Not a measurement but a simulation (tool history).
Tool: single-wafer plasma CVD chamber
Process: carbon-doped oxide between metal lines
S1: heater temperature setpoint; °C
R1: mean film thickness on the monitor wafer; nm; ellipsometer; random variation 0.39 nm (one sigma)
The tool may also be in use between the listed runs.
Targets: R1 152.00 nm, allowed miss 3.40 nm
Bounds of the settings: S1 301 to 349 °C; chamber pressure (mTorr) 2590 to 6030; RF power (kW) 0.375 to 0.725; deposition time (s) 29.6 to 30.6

run 1 hour=0.0 | S1=325 chamber_pressure_(mTorr)=4310 RF_power_(kW)=0.550 deposition_time_(s)=29.6 | R1=166.80
run 2 hour=4.9 | S1=325 chamber_pressure_(mTorr)=4310 RF_power_(kW)=0.550 deposition_time_(s)=30.6 | R1=172.87
run 3 hour=7.4 | S1=326 chamber_pressure_(mTorr)=4220 RF_power_(kW)=0.545 deposition_time_(s)=30.6 | R1=170.97
run 4 hour=9.8 | S1=335 chamber_pressure_(mTorr)=4220 RF_power_(kW)=0.545 deposition_time_(s)=30.6 | R1=165.06
run 5 hour=14.4 | S1=342 chamber_pressure_(mTorr)=4220 RF_power_(kW)=0.545 deposition_time_(s)=30.6 | R1=160.74
run 6 hour=23.2 | S1=342 chamber_pressure_(mTorr)=3760 RF_power_(kW)=0.545 deposition_time_(s)=30.6 | R1=158.28
run 7 hour=23.7 | S1=342 chamber_pressure_(mTorr)=3730 RF_power_(kW)=0.545 deposition_time_(s)=30.6 | R1=157.70
run 8 hour=28.8 | S1=342 chamber_pressure_(mTorr)=3730 RF_power_(kW)=0.545 deposition_time_(s)=30.6 | R1=157.38

Which of these 4 next moves meets every target?
run A hour=33.9 | S1=334 chamber_pressure_(mTorr)=4050 RF_power_(kW)=0.540 deposition_time_(s)=30.6 | R1=?
run B hour=33.9 | S1=348 chamber_pressure_(mTorr)=4620 RF_power_(kW)=0.555 deposition_time_(s)=30.6 | R1=?
run C hour=33.9 | S1=341 chamber_pressure_(mTorr)=3150 RF_power_(kW)=0.560 deposition_time_(s)=29.6 | R1=?
run D hour=33.9 | S1=338 chamber_pressure_(mTorr)=4360 RF_power_(kW)=0.565 deposition_time_(s)=30.6 | R1=?

move=A R1=163.50
move=B R1=161.39
move=C R1=153.70
move=D R1=167.42
A: further off than the last run
B: further off than the last run
C: meets every target
D: further off than the last run
Move C is the one to make.
